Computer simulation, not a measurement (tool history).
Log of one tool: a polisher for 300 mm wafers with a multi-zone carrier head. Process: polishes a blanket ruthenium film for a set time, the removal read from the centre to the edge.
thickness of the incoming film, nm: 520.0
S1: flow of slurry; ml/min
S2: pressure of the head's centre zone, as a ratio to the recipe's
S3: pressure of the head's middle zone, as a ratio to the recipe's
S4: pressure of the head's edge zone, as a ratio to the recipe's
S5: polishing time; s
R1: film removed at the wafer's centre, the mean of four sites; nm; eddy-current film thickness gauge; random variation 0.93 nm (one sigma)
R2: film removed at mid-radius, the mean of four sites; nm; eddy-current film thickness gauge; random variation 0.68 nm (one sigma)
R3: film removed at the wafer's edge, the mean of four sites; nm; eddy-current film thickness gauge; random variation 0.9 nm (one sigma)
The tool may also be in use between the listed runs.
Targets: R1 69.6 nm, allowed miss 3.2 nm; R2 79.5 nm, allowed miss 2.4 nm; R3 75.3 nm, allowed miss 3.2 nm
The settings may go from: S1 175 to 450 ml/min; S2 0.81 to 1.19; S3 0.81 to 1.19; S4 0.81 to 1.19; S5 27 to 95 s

| run | hour | S1 | S2 | S3 | S4 | S5 | R1 | R2 | R3 |
|---|---|---|---|---|---|---|---|---|---|
| 1 | 0 | 290 | 1 | 1 | 1 | 61 | 88.471 | 87.973 | 90.523 |
| 2 | 1 | 290 | 0.98 | 1 | 0.98 | 60 | 85.1 | 87.438 | 86.82 |
| 3 | 2.4 | 285 | 0.96 | 0.99 | 0.96 | 59 | 81.947 | 86.378 | 83.348 |
| 4 | 4.9 | 280 | 0.94 | 0.98 | 0.96 | 58 | 79.813 | 81.759 | 82.906 |
| 5 | 6.1 | 330 | 0.94 | 0.98 | 0.96 | 58 | 81.468 | 83.509 | 84.271 |
| 6 | 14 | 320 | 0.92 | 0.98 | 0.95 | 58 | 79.259 | 83.195 | 83.597 |
| 7 | 19.3 | 315 | 0.9 | 0.98 | 0.94 | 58 | 78.408 | 83.803 | 85.903 |
| 8 | 25.1 | 310 | 0.89 | 0.98 | 0.92 | 57 | 75.264 | 80.337 | 81.717 |
| 9 | 26.4 | 305 | 0.89 | 0.99 | 0.9 | 57 | 76.3 | 82.511 | 78.842 |

4 next moves are on the table. One of them brings every result within its allowed miss. Which?
| A | 27.7 | 315 | 0.86 | 1.01 | 0.85 | 54 | ? | ? | ? |
| B | 27.7 | 225 | 0.93 | 1.04 | 0.81 | 60 | ? | ? | ? |
| C | 27.7 | 315 | 0.95 | 0.99 | 0.91 | 57 | ? | ? | ? |
| D | 27.7 | 360 | 1.02 | 1.07 | 0.9 | 56 | ? | ? | ? |

| move | R1 | R2 | R3 |
|---|---|---|---|
| A | 69.477 | 81.033 | 74.958 |
| B | 79.106 | 88.829 | 79.197 |
| C | 79.815 | 84.062 | 81.633 |
| D | 84.514 | 89.23 | 80.432 |
A: meets every target
B: further off than the last run
C: further off than the last run
D: further off than the last run
Move A is the one to make.
